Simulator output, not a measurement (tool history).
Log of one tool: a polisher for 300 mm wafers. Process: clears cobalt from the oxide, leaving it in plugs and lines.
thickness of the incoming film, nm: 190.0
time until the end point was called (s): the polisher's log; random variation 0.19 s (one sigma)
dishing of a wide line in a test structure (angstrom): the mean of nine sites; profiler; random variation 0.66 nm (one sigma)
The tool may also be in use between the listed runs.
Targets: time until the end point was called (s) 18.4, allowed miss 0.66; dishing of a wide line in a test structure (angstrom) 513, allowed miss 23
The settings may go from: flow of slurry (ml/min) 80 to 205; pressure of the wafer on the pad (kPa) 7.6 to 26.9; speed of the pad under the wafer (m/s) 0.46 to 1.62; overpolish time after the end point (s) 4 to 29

| run | hour | flow of slurry (ml/min) | pressure of the wafer on the pad (kPa) | speed of the pad under the wafer (m/s) | overpolish time after the end point (s) | time until the end point was called (s) | dishing of a wide line in a test structure (angstrom) |
|---|---|---|---|---|---|---|---|
| 1 | 0 | 135 | 17.2 | 1.04 | 15 | 29.089 | 560.93 |
| 2 | 2.3 | 135 | 17.2 | 1.04 | 9 | 29.419 | 424.5 |
| 3 | 9.5 | 135 | 17.9 | 1.04 | 9 | 27.503 | 425.15 |
| 4 | 15.8 | 135 | 18.6 | 1.04 | 9 | 26.776 | 442.47 |
| 5 | 19 | 135 | 19.3 | 1.04 | 9 | 26.208 | 452.86 |
| 6 | 27.4 | 135 | 22.1 | 1.04 | 9 | 23.039 | 479.12 |
| 7 | 32.9 | 135 | 22.8 | 1.04 | 9 | 22.423 | 497.49 |
| 8 | 40.3 | 135 | 22.8 | 1.04 | 9 | 22.756 | 484.9 |
| 9 | 43.7 | 160 | 26.2 | 1.04 | 7 | 19.118 | 470.33 |

5 next moves are on the table. One of them brings every result within its allowed miss. Which?
| A | 47.1 | 170 | 22.8 | 1.1 | 8 | ? | ? |
| B | 47.1 | 145 | 25.5 | 1.04 | 9 | ? | ? |
| C | 47.1 | 115 | 24.1 | 1.16 | 9 | ? | ? |
| D | 47.1 | 165 | 26.2 | 1.14 | 5 | ? | ? |
| E | 47.1 | 180 | 26.9 | 1.04 | 8 | ? | ? |

| move | time until the end point was called (s) | dishing of a wide line in a test structure (angstrom) |
|---|---|---|
| A | 20.915 | 481.23 |
| B | 19.949 | 525.55 |
| C | 20.167 | 522.6 |
| D | 17.834 | 397.24 |
| E | 18.385 | 515.81 |
A: further off than the last run
B: brings the result that was furthest off to its target, and leaves another outside
C: brings the result that was furthest off to its target, and leaves another outside
D: further off than the last run
E: meets every target
The right move is E.
